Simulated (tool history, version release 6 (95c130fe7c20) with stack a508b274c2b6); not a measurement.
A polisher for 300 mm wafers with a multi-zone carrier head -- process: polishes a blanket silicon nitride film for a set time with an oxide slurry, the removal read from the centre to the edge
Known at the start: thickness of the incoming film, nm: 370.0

run    day  flow of slurry (ml/min)  pressure of the head's centre zone  pressure of the head's middle zone  pressure of the head's edge zone  abrasive content of the slurry  polishing time (s)  film removed at the wafer's centre (nm)  film removed at mid-radius (nm)  film removed at the wafer's edge (nm)
  1  0.000                      175                                1.00                                1.00                              1.00                            1.00                  78                                   36.524                           37.914                                 36.953
  2  0.242                      175                                1.00                                1.00                              0.96                            1.00                  78                                   36.234                           37.779                                 35.943
  3  0.558                      170                                0.99                                0.98                              0.95                            0.95                  78                                   35.493                           36.327                                 34.743
  4  0.846                      170                                0.99                                1.04                              0.95                            0.95                  78                                   35.263                           37.653                                 35.306
  5  1.096                      170                                0.99                                0.96                              0.95                            0.95                  78                                   35.747                           35.731                                 34.811
  6  1.150                      165                                0.98                                0.94                              0.94                            0.90                  78                                   33.297                           33.898                                 33.657

Run 7 is up next; what results do you expect?
  7  1.371                      160                                0.98                                0.93                              0.93                            0.90                  78                                        ?                                ?                                      ?

{"run 7": {"film removed at the wafer's centre (nm)": 32.745, "film removed at mid-radius (nm)": 32.982, "film removed at the wafer's edge (nm)": 33.315}}

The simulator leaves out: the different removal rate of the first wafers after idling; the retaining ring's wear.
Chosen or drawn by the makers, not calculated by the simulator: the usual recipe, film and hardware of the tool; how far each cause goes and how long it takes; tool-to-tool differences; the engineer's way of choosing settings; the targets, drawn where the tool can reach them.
